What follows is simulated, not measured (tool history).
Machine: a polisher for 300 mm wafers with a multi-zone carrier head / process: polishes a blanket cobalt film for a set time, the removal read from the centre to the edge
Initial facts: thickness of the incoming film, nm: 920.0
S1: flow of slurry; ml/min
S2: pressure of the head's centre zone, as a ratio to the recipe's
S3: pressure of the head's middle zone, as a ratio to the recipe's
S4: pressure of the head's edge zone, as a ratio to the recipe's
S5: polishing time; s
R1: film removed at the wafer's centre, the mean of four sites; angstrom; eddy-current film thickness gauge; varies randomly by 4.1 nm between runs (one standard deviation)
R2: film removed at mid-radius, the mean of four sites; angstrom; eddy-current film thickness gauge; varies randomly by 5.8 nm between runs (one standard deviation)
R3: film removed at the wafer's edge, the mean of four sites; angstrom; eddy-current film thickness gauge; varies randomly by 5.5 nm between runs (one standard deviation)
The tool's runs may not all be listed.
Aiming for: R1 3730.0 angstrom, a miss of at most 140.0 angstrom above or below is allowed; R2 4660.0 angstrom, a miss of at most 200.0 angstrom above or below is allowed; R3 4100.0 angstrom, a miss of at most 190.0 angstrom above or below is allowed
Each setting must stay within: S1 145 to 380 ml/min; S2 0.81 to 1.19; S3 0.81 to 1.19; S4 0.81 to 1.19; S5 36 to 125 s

{"run": 1, "hour": 0.0, "S1": 245, "S2": 1.0, "S3": 1.0, "S4": 1.0, "S5": 80, "R1": 3555.0, "R2": 3373.5, "R3": 3505.7}
{"run": 2, "hour": 4.9, "S1": 245, "S2": 0.97, "S3": 1.0, "S4": 1.0, "S5": 80, "R1": 3396.6, "R2": 3523.0, "R3": 3543.9}
{"run": 3, "hour": 7.3, "S1": 250, "S2": 0.96, "S3": 1.03, "S4": 1.01, "S5": 82, "R1": 3427.8, "R2": 3605.9, "R3": 3658.7}
{"run": 4, "hour": 11.0, "S1": 250, "S2": 0.96, "S3": 1.03, "S4": 1.08, "S5": 82, "R1": 3536.8, "R2": 3654.1, "R3": 3703.5}
{"run": 5, "hour": 12.1, "S1": 260, "S2": 0.95, "S3": 1.07, "S4": 1.07, "S5": 84, "R1": 3525.4, "R2": 3915.3, "R3": 3786.8}
{"run": 6, "hour": 19.4, "S1": 265, "S2": 0.95, "S3": 1.09, "S4": 1.07, "S5": 85, "R1": 3705.1, "R2": 3924.9, "R3": 3835.8}
{"run": 7, "hour": 20.8, "S1": 265, "S2": 0.93, "S3": 1.11, "S4": 1.05, "S5": 87, "R1": 3628.8, "R2": 4252.9, "R3": 3939.6}
{"run": 8, "hour": 29.1, "S1": 270, "S2": 0.93, "S3": 1.12, "S4": 1.05, "S5": 88, "R1": 3645.7, "R2": 4261.2, "R3": 3901.0}
{"run": 9, "hour": 32.5, "S1": 270, "S2": 0.92, "S3": 1.13, "S4": 1.06, "S5": 89, "R1": 3758.5, "R2": 4272.5, "R3": 4039.6}
{"run": 10, "hour": 33.1, "S1": 275, "S2": 0.91, "S3": 1.14, "S4": 1.04, "S5": 90, "R1": 3628.1, "R2": 4417.1, "R3": 4002.5}
{"run": 11, "hour": 34.2, "S1": 275, "S2": 0.91, "S3": 1.15, "S4": 1.04, "S5": 90, "R1": 3686.3, "R2": 4374.5, "R3": 4001.2}

Which single option among these 4 for the next run brings every result within its allowed miss of target? Just one does.
{"run": "A", "hour": 35.3, "S1": 235, "S2": 0.88, "S3": 1.0, "S4": 1.07, "S5": 93, "R1": "?", "R2": "?", "R3": "?"}
{"run": "B", "hour": 35.3, "S1": 230, "S2": 0.88, "S3": 1.07, "S4": 1.01, "S5": 88, "R1": "?", "R2": "?", "R3": "?"}
{"run": "C", "hour": 35.3, "S1": 325, "S2": 0.9, "S3": 1.17, "S4": 1.01, "S5": 91, "R1": "?", "R2": "?", "R3": "?"}
{"run": "D", "hour": 35.3, "S1": 260, "S2": 0.92, "S3": 1.09, "S4": 1.05, "S5": 88, "R1": "?", "R2": "?", "R3": "?"}

move=A R1=3560.7 R2=4057.4 R3=4073.1
move=B R1=3364.0 R2=4059.0 R3=3754.1
move=C R1=3671.4 R2=4658.6 R3=3959.1
move=D R1=3559.0 R2=4165.2 R3=3843.5
A: moves away from the targets compared with the last run
B: moves away from the targets compared with the last run
C: each result inside its tolerance
D: moves away from the targets compared with the last run
Move C is the one to make.
